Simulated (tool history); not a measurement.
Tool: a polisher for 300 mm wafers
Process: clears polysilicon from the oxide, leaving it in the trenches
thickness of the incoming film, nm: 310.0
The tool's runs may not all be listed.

| run | day | flow of slurry (ml/min) | pressure of the wafer on the pad (kPa) | speed of the pad under the wafer (m/s) | overpolish time after the end point (s) | time until the end point was called (s) | dishing of a wide line in a test structure (angstrom) |
|---|---|---|---|---|---|---|---|
| 1 | 0 | 165 | 18.6 | 0.86 | 9 | 33.438 | 302.56 |
| 2 | 0.279 | 165 | 17.2 | 0.86 | 8 | 34.889 | 286 |
| 3 | 0.475 | 165 | 13.1 | 0.86 | 8 | 46.024 | 261.22 |
| 4 | 0.496 | 165 | 13.1 | 0.86 | 6 | 46.128 | 232.92 |
| 5 | 0.696 | 145 | 13.1 | 0.86 | 6 | 47.347 | 242.29 |
| 6 | 0.908 | 145 | 13.1 | 0.86 | 8 | 46.095 | 260.1 |

Run 7 comes next. What will it give?
| 7 | 0.996 | 145 | 12.4 | 0.86 | 8 | ? | ? |

{"run 7": {"time until the end point was called (s)": 50.921, "dishing of a wide line in a test structure (angstrom)": 245.9}}
